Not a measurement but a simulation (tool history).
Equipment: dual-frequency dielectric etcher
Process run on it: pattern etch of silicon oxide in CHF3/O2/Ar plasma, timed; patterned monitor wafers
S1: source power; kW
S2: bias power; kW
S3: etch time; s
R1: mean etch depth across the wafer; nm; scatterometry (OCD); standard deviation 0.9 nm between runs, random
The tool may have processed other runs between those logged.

Run 1, hour 0.0: S1 0.700 kW, S2 0.119 kW, S3 208.0 s. Result: R1 377.88 nm.
Run 2, hour 5.9: S1 0.750 kW, S2 0.119 kW, S3 208.0 s. Result: R1 391.62 nm.
Run 3, hour 13.1: S1 0.700 kW, S2 0.115 kW, S3 207.5 s. Result: R1 370.54 nm.
Run 4, hour 13.9: S1 0.660 kW, S2 0.113 kW, S3 207.5 s. Result: R1 355.92 nm.
Run 5, hour 17.1: S1 0.580 kW, S2 0.113 kW, S3 207.5 s. Result: R1 326.28 nm.
Run 6, hour 19.4: S1 0.560 kW, S2 0.113 kW, S3 207.5 s. Result: R1 318.55 nm.

Run 7, settings as shown, results not yet in. Your forecast:
Run 7, hour 21.2: S1 0.550 kW, S2 0.113 kW, S3 207.5 s. Result: R1 ?.

{"run 7": {"R1": 314.73}}
